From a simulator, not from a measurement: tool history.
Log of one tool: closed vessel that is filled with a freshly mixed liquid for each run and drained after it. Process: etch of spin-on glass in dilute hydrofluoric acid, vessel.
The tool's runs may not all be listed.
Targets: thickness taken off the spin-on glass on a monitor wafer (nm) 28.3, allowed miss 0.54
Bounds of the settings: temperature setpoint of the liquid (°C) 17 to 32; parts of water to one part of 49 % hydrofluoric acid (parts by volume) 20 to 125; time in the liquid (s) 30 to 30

run    day  temperature setpoint of the liquid (°C)  parts of water to one part of 49 % hydrofluoric acid (parts by volume)  time in the liquid (s)  thickness taken off the spin-on glass on a monitor wafer (nm)
  1      0                                       24                                                                      70                      30                                                         21.501
  2  0.167                                       24                                                                      70                      30                                                         21.411
  3  0.408                                       24                                                                      60                      30                                                         25.331
  4  0.671                                     21.5                                                                      60                      30                                                         22.783
  5  0.762                                     22.5                                                                      60                      30                                                         23.782
  6  0.917                                     22.5                                                                      60                      30                                                         23.828
  7  1.225                                       23                                                                      60                      30                                                         24.334
  8  1.533                                     23.5                                                                      60                      30                                                          24.81
  9  1.696                                       24                                                                      60                      30                                                         25.287
 10   1.85                                     24.5                                                                      60                      30                                                         25.726
 11  2.129                                       25                                                                      60                      30                                                         26.345
 12  2.183                                     25.5                                                                      60                      30                                                         26.783

Which of these 5 next moves meets every target?
  A  2.238                                     27.5                                                                      60                      30                                                              ?
  B  2.238                                       26                                                                      60                      30                                                              ?
  C  2.238                                     19.5                                                                      50                      30                                                              ?
  D  2.238                                     23.5                                                                      55                      30                                                              ?
  E  2.238                                       27                                                                      60                      30                                                              ?

move  thickness taken off the spin-on glass on a monitor wafer (nm)
   A                                                         29.365
   B                                                         27.658
   C                                                         25.685
   D                                                         27.439
   E                                                         28.787
A: takes the result that was furthest off past its target
B: nearer than the last run, and not there yet
C: further off than the last run
D: nearer than the last run, and not there yet
E: meets every target
The right move is E.

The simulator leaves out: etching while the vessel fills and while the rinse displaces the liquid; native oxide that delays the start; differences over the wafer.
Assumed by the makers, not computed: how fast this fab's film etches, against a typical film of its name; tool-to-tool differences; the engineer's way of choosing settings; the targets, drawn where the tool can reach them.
